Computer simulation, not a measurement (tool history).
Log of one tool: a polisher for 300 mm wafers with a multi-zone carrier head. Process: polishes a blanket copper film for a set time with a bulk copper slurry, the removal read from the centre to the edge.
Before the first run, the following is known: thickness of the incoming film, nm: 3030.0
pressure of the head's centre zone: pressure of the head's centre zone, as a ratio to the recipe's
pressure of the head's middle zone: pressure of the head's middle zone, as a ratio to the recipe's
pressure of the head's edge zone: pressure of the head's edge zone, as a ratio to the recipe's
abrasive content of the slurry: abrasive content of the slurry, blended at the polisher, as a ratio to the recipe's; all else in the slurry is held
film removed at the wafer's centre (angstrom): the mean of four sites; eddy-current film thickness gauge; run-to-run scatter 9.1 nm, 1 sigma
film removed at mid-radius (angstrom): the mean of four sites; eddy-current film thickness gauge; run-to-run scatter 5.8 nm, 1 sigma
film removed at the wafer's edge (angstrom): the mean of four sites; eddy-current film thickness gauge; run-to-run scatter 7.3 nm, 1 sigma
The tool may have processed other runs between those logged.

run  hour  flow of slurry (ml/min)  pressure of the head's centre zone  pressure of the head's middle zone  pressure of the head's edge zone  abrasive content of the slurry  polishing time (s)  film removed at the wafer's centre (angstrom)  film removed at mid-radius (angstrom)  film removed at the wafer's edge (angstrom)
  1   0.0                      165                                1.00                                1.00                              1.00                            1.00                  54                                         4619.5                                 4690.1                                       4544.6
  2   0.9                      175                                1.01                                1.02                              1.02                            1.10                  56                                         4888.7                                 5070.1                                       4942.8
  3   2.7                      185                                1.03                                1.04                              1.02                            1.15                  57                                         5080.6                                 5369.0                                       5070.0
  4  10.0                      190                                1.05                                1.05                              1.02                            1.20                  59                                         5496.0                                 5702.2                                       5286.6
  5  17.7                      195                                1.07                                1.06                              1.04                            1.25                  60                                         5677.1                                 5913.9                                       5479.3
  6  21.9                      195                                1.07                                1.06                              1.04                            1.25                  67                                         6526.0                                 6547.6                                       6234.5

Run 7, settings as shown, results not yet in. Your forecast:
  7  30.9                      200                                1.08                                1.07                              1.04                            1.25                  67                                              ?                                      ?                                            ?

film removed at the wafer's centre (angstrom): 6513.8
film removed at mid-radius (angstrom): 6626.1
film removed at the wafer's edge (angstrom): 6282.2
